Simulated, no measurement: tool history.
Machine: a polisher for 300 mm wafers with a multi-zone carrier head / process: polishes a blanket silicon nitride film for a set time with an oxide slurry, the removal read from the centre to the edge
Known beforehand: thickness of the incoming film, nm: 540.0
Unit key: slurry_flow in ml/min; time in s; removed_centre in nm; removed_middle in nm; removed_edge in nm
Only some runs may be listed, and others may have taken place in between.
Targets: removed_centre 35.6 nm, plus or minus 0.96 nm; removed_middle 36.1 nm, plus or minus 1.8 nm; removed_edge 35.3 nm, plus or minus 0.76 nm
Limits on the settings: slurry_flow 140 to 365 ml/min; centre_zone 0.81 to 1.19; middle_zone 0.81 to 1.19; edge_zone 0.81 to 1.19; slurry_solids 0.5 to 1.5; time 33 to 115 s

{"run": 1, "hour": 0.0, "slurry_flow": 235, "centre_zone": 1, "middle_zone": 1, "edge_zone": 1, "slurry_solids": 1, "time": 73, "removed_centre": 49.332, "removed_middle": 49.823, "removed_edge": 48.964}
{"run": 2, "hour": 3.7, "slurry_flow": 235, "centre_zone": 1, "middle_zone": 1, "edge_zone": 1, "slurry_solids": 1, "time": 91, "removed_centre": 61.361, "removed_middle": 61.118, "removed_edge": 60.764}
{"run": 3, "hour": 8.3, "slurry_flow": 235, "centre_zone": 1, "middle_zone": 1, "edge_zone": 1.08, "slurry_solids": 1, "time": 91, "removed_centre": 61.749, "removed_middle": 61.912, "removed_edge": 62.868}
{"run": 4, "hour": 14.8, "slurry_flow": 230, "centre_zone": 0.99, "middle_zone": 0.99, "edge_zone": 1.02, "slurry_solids": 0.85, "time": 84, "removed_centre": 51.175, "removed_middle": 51.452, "removed_edge": 52.01}
{"run": 5, "hour": 16.5, "slurry_flow": 230, "centre_zone": 0.99, "middle_zone": 1.06, "edge_zone": 1.02, "slurry_solids": 0.85, "time": 84, "removed_centre": 50.702, "removed_middle": 55.281, "removed_edge": 51.849}
{"run": 6, "hour": 23.5, "slurry_flow": 230, "centre_zone": 1.05, "middle_zone": 1.06, "edge_zone": 1.02, "slurry_solids": 0.85, "time": 84, "removed_centre": 53.754, "removed_middle": 53.783, "removed_edge": 51.631}
{"run": 7, "hour": 27.6, "slurry_flow": 220, "centre_zone": 1.03, "middle_zone": 1.04, "edge_zone": 0.98, "slurry_solids": 0.75, "time": 80, "removed_centre": 46.335, "removed_middle": 47.605, "removed_edge": 44.858}
{"run": 8, "hour": 35.7, "slurry_flow": 205, "centre_zone": 1.01, "middle_zone": 1, "edge_zone": 0.94, "slurry_solids": 0.65, "time": 80, "removed_centre": 41.56, "removed_middle": 41.758, "removed_edge": 39.91}
{"run": 9, "hour": 43.7, "slurry_flow": 155, "centre_zone": 0.91, "middle_zone": 0.91, "edge_zone": 0.84, "slurry_solids": 0.65, "time": 80, "removed_centre": 36.04, "removed_middle": 37.736, "removed_edge": 37.083}
{"run": 10, "hour": 49.7, "slurry_flow": 155, "centre_zone": 0.92, "middle_zone": 0.91, "edge_zone": 0.83, "slurry_solids": 0.65, "time": 80, "removed_centre": 36.482, "removed_middle": 38.271, "removed_edge": 37.152}
{"run": 11, "hour": 52.8, "slurry_flow": 155, "centre_zone": 0.93, "middle_zone": 0.9, "edge_zone": 0.82, "slurry_solids": 0.65, "time": 80, "removed_centre": 37.322, "removed_middle": 38.134, "removed_edge": 37.07}

4 next moves are on the table. One of them brings every result within its allowed miss. Which?
{"run": "A", "hour": 55.9, "slurry_flow": 140, "centre_zone": 0.99, "middle_zone": 0.84, "edge_zone": 0.91, "slurry_solids": 0.65, "time": 80, "removed_centre": "?", "removed_middle": "?", "removed_edge": "?"}
{"run": "B", "hour": 55.9, "slurry_flow": 215, "centre_zone": 0.92, "middle_zone": 0.88, "edge_zone": 0.81, "slurry_solids": 0.65, "time": 75, "removed_centre": "?", "removed_middle": "?", "removed_edge": "?"}
{"run": "C", "hour": 55.9, "slurry_flow": 155, "centre_zone": 0.92, "middle_zone": 0.83, "edge_zone": 0.86, "slurry_solids": 0.65, "time": 85, "removed_centre": "?", "removed_middle": "?", "removed_edge": "?"}
{"run": "D", "hour": 55.9, "slurry_flow": 170, "centre_zone": 0.83, "middle_zone": 1.05, "edge_zone": 0.89, "slurry_solids": 0.55, "time": 93, "removed_centre": "?", "removed_middle": "?", "removed_edge": "?"}

move=A removed_centre=39.094 removed_middle=35.135 removed_edge=38.138
move=B removed_centre=35.86 removed_middle=35.672 removed_edge=35.214
move=C removed_centre=39.085 removed_middle=37.471 removed_edge=39.898
move=D removed_centre=34.605 removed_middle=43.521 removed_edge=39.456
A: moves away from the targets compared with the last run
B: in spec on every target
C: moves away from the targets compared with the last run
D: moves away from the targets compared with the last run
So the answer is move B, the one that meets all the targets.

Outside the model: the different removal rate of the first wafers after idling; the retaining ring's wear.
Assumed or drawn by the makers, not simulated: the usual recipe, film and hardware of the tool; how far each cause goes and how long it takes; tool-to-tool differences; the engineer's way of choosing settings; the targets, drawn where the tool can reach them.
